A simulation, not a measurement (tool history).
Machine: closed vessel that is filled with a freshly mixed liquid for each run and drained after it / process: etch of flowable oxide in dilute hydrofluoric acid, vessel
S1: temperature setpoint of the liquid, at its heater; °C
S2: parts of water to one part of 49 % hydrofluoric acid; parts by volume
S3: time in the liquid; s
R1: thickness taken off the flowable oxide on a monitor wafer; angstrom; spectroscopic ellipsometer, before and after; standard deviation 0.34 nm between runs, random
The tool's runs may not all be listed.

run,hour,S1,S2,S3,R1
1,0.0,23.0,55,90,527.74
2,8.3,23.0,55,100,591.78
3,10.9,24.0,55,100,607.13
4,13.1,24.0,40,100,864.23
5,16.3,24.0,25,100,1390.30
6,20.7,23.0,30,100,1112.40
7,29.8,23.0,30,100,1110.60
8,31.9,22.0,30,100,1070.10
9,34.4,21.0,30,100,1023.80
10,36.6,20.5,30,100,997.66
11,42.8,17.0,40,100,637.58
12,48.1,17.5,40,100,650.87
13,49.5,18.0,40,100,665.65
14,54.3,18.5,40,100,682.50
15,61.0,19.0,40,100,696.82

Forecast run 16:
16,70.1,19.5,40,100,?

R1: 710.42 angstrom

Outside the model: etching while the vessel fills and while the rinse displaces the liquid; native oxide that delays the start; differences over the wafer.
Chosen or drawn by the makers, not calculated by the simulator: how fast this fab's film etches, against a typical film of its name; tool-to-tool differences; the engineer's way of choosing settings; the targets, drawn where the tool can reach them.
